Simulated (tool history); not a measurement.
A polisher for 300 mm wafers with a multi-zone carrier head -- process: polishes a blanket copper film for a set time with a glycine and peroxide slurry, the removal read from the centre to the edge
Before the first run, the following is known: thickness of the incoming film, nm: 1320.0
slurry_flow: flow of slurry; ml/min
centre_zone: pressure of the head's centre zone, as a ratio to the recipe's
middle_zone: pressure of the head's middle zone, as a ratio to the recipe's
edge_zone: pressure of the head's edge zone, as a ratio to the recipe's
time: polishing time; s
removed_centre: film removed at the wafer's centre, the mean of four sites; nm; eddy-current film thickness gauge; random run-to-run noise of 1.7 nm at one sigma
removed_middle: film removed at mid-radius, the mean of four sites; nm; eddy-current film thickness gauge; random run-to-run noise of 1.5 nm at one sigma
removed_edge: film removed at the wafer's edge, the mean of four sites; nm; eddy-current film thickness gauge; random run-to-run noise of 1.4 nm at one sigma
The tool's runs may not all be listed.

run 1 day=0.000 | slurry_flow=175 centre_zone=1.00 middle_zone=1.00 edge_zone=1.00 time=43 | removed_centre=234.07 removed_middle=252.40 removed_edge=254.15
run 2 day=0.362 | slurry_flow=170 centre_zone=0.99 middle_zone=1.00 edge_zone=0.98 time=39 | removed_centre=207.27 removed_middle=226.53 removed_edge=224.86
run 3 day=0.700 | slurry_flow=155 centre_zone=0.99 middle_zone=1.00 edge_zone=0.98 time=39 | removed_centre=208.44 removed_middle=223.08 removed_edge=226.75
run 4 day=0.950 | slurry_flow=175 centre_zone=0.99 middle_zone=1.00 edge_zone=0.98 time=39 | removed_centre=215.24 removed_middle=222.99 removed_edge=230.49
run 5 day=0.979 | slurry_flow=165 centre_zone=0.98 middle_zone=1.02 edge_zone=0.96 time=36 | removed_centre=193.42 removed_middle=209.86 removed_edge=207.81
run 6 day=1.346 | slurry_flow=165 centre_zone=0.98 middle_zone=1.02 edge_zone=0.96 time=27 | removed_centre=148.67 removed_middle=158.93 removed_edge=154.71

What will run 7 give?
run 7 day=1.496 | slurry_flow=165 centre_zone=0.97 middle_zone=1.02 edge_zone=0.95 time=26 | removed_centre=? removed_middle=? removed_edge=?

removed_centre: 135.97 nm
removed_middle: 150.57 nm
removed_edge: 150.85 nm

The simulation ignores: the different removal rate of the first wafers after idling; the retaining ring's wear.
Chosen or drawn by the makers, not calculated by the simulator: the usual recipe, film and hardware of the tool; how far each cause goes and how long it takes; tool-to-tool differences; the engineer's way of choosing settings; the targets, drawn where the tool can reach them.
